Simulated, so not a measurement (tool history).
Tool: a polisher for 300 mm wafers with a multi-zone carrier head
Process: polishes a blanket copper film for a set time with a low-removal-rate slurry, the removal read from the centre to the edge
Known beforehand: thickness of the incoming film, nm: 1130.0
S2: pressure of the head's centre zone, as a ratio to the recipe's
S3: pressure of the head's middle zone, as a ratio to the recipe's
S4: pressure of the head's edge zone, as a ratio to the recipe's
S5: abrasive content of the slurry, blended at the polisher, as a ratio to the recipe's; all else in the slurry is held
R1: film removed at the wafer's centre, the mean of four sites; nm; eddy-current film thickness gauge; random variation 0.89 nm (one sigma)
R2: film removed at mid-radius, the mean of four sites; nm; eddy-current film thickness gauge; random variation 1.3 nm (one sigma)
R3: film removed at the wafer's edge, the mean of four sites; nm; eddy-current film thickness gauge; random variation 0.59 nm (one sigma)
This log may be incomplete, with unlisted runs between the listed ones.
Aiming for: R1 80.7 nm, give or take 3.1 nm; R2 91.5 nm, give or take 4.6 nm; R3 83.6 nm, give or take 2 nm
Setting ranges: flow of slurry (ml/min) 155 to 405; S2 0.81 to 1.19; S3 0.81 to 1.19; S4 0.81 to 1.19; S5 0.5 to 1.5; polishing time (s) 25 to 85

{"run": 1, "day": 0.0, "flow of slurry (ml/min)": 260, "S2": 1, "S3": 1, "S4": 1, "S5": 1, "polishing time (s)": 55, "R1": 163.76, "R2": 165.06, "R3": 168.19}
{"run": 2, "day": 0.108, "flow of slurry (ml/min)": 260, "S2": 1, "S3": 1, "S4": 1.04, "S5": 1, "polishing time (s)": 55, "R1": 163.88, "R2": 165.72, "R3": 168.73}
{"run": 3, "day": 0.288, "flow of slurry (ml/min)": 255, "S2": 1, "S3": 1.01, "S4": 1.03, "S5": 0.95, "polishing time (s)": 52, "R1": 150.23, "R2": 153.12, "R3": 155.68}
{"run": 4, "day": 0.571, "flow of slurry (ml/min)": 250, "S2": 1, "S3": 1.02, "S4": 1.02, "S5": 0.9, "polishing time (s)": 50, "R1": 144.1, "R2": 147.03, "R3": 148.79}
{"run": 5, "day": 0.867, "flow of slurry (ml/min)": 250, "S2": 1, "S3": 1.02, "S4": 1.02, "S5": 0.9, "polishing time (s)": 41, "R1": 118.1, "R2": 119.09, "R3": 122.27}
{"run": 6, "day": 1.062, "flow of slurry (ml/min)": 250, "S2": 1, "S3": 1.03, "S4": 1.01, "S5": 0.85, "polishing time (s)": 40, "R1": 112.31, "R2": 112.13, "R3": 115.04}
{"run": 7, "day": 1.108, "flow of slurry (ml/min)": 250, "S2": 0.99, "S3": 1.04, "S4": 1, "S5": 0.8, "polishing time (s)": 40, "R1": 108.4, "R2": 112.91, "R3": 112.96}
{"run": 8, "day": 1.196, "flow of slurry (ml/min)": 250, "S2": 0.99, "S3": 1.04, "S4": 0.99, "S5": 0.75, "polishing time (s)": 39, "R1": 103.71, "R2": 106.91, "R3": 107.15}
{"run": 9, "day": 1.521, "flow of slurry (ml/min)": 250, "S2": 0.98, "S3": 1.04, "S4": 0.98, "S5": 0.7, "polishing time (s)": 39, "R1": 103.32, "R2": 105.09, "R3": 103.65}
{"run": 10, "day": 1.608, "flow of slurry (ml/min)": 250, "S2": 0.98, "S3": 1.04, "S4": 0.98, "S5": 0.7, "polishing time (s)": 39, "R1": 100.73, "R2": 106.38, "R3": 105.15}
{"run": 11, "day": 1.696, "flow of slurry (ml/min)": 250, "S2": 0.98, "S3": 1.04, "S4": 0.97, "S5": 0.7, "polishing time (s)": 39, "R1": 100.07, "R2": 107.52, "R3": 103.21}
{"run": 12, "day": 1.867, "flow of slurry (ml/min)": 250, "S2": 0.98, "S3": 1.03, "S4": 0.96, "S5": 0.7, "polishing time (s)": 39, "R1": 99.691, "R2": 104.51, "R3": 101.74}
{"run": 13, "day": 1.9, "flow of slurry (ml/min)": 250, "S2": 0.97, "S3": 1.02, "S4": 0.95, "S5": 0.7, "polishing time (s)": 39, "R1": 99.367, "R2": 105.43, "R3": 103.82}
{"run": 14, "day": 2.142, "flow of slurry (ml/min)": 220, "S2": 0.95, "S3": 1.08, "S4": 0.88, "S5": 0.5, "polishing time (s)": 30, "R1": 63.93, "R2": 68.614, "R3": 65.54}
{"run": 15, "day": 2.254, "flow of slurry (ml/min)": 235, "S2": 0.95, "S3": 1.08, "S4": 0.88, "S5": 0.5, "polishing time (s)": 30, "R1": 65.676, "R2": 70.41, "R3": 67.011}
{"run": 16, "day": 2.342, "flow of slurry (ml/min)": 250, "S2": 0.95, "S3": 1.08, "S4": 0.89, "S5": 0.5, "polishing time (s)": 30, "R1": 65.696, "R2": 72.893, "R3": 67.76}
{"day": 2.575, "done": "slurry nozzle cleaned"}
{"run": 17, "day": 2.575, "flow of slurry (ml/min)": 265, "S2": 0.95, "S3": 1.07, "S4": 0.9, "S5": 0.5, "polishing time (s)": 30, "R1": 72.123, "R2": 76.617, "R3": 72.386}
{"run": 18, "day": 2.6, "flow of slurry (ml/min)": 275, "S2": 0.94, "S3": 1.07, "S4": 0.9, "S5": 0.5, "polishing time (s)": 30, "R1": 72.669, "R2": 78.118, "R3": 72.446}
{"run": 19, "day": 2.854, "flow of slurry (ml/min)": 280, "S2": 0.93, "S3": 1.06, "S4": 0.9, "S5": 0.5, "polishing time (s)": 30, "R1": 72.186, "R2": 80.528, "R3": 71.914}
{"run": 20, "day": 3.188, "flow of slurry (ml/min)": 280, "S2": 0.92, "S3": 1.04, "S4": 0.91, "S5": 0.5, "polishing time (s)": 30, "R1": 70.9, "R2": 79.167, "R3": 72.784}
{"run": 21, "day": 3.467, "flow of slurry (ml/min)": 285, "S2": 0.92, "S3": 1.03, "S4": 0.92, "S5": 0.5, "polishing time (s)": 30, "R1": 70.912, "R2": 79.607, "R3": 73.429}
{"run": 22, "day": 3.662, "flow of slurry (ml/min)": 330, "S2": 0.99, "S3": 1.11, "S4": 1.02, "S5": 0.7, "polishing time (s)": 31, "R1": 92.832, "R2": 99.809, "R3": 90.795}
{"run": 23, "day": 3.992, "flow of slurry (ml/min)": 325, "S2": 0.99, "S3": 1.11, "S4": 1.02, "S5": 0.7, "polishing time (s)": 31, "R1": 93.442, "R2": 95.161, "R3": 91.243}

Below are 4 possible settings for the next run. Only one of them brings all results inside the allowed miss of their targets. Which is it?
{"run": "A", "day": 4.321, "flow of slurry (ml/min)": 295, "S2": 0.83, "S3": 1.13, "S4": 0.96, "S5": 0.55, "polishing time (s)": 32, "R1": "?", "R2": "?", "R3": "?"}
{"run": "B", "day": 4.321, "flow of slurry (ml/min)": 405, "S2": 1.19, "S3": 1.17, "S4": 0.85, "S5": 0.65, "polishing time (s)": 30, "R1": "?", "R2": "?", "R3": "?"}
{"run": "C", "day": 4.321, "flow of slurry (ml/min)": 200, "S2": 1.08, "S3": 0.98, "S4": 1.19, "S5": 0.75, "polishing time (s)": 34, "R1": "?", "R2": "?", "R3": "?"}
{"run": "D", "day": 4.321, "flow of slurry (ml/min)": 400, "S2": 0.96, "S3": 1.19, "S4": 1.07, "S5": 0.85, "polishing time (s)": 26, "R1": "?", "R2": "?", "R3": "?"}

move=A R1=72.918 R2=91.806 R3=82.773
move=B R1=102.56 R2=96.158 R3=80.7
move=C R1=102.65 R2=96.138 R3=104.09
move=D R1=80.773 R2=92.203 R3=83.934
A: moves the result that the last run missed by most past its target, out the other side
B: misses by more than the last run did
C: misses by more than the last run did
D: all results in spec
So the answer is move D, the one that meets all the targets.
